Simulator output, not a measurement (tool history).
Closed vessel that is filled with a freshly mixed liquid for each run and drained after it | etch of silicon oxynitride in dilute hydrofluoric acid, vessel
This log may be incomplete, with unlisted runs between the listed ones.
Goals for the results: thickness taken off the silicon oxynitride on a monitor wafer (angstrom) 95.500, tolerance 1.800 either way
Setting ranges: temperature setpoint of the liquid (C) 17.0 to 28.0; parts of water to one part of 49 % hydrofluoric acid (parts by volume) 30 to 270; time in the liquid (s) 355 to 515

run	hour	temperature setpoint of the liquid (C)	parts of water to one part of 49 % hydrofluoric acid (parts by volume)	time in the liquid (s)	thickness taken off the silicon oxynitride on a monitor wafer (angstrom)
1	0.0	20.0	150	515	41.634
2	3.3	20.0	195	515	31.240
3	6.7	22.5	160	515	44.090
4	12.7	22.5	105	515	69.799
5	18.1	22.5	65	515	115.490
6	23.4	22.5	115	515	62.567
7	32.5	24.0	105	515	74.663
8	41.2	25.0	100	515	82.093
9	45.9	26.0	100	515	86.573
10	50.0	26.5	100	515	87.826
11	55.6	27.0	100	515	90.555
12	63.2	27.5	100	515	93.472

Exercise: of the 4 proposed moves below, exactly one satisfies all targets within the stated allowed misses. Which move is it?
A	70.8	27.0	70	355	?
B	70.8	28.0	100	505	?
C	70.8	28.0	100	500	?
D	70.8	27.0	95	515	?

move	thickness taken off the silicon oxynitride on a monitor wafer (angstrom)
A	91.025
B	92.265
C	91.351
D	95.047
A: moves away from the targets compared with the last run
B: moves away from the targets compared with the last run
C: moves away from the targets compared with the last run
D: hits every target within its allowed miss
Go with D: it meets all targets.
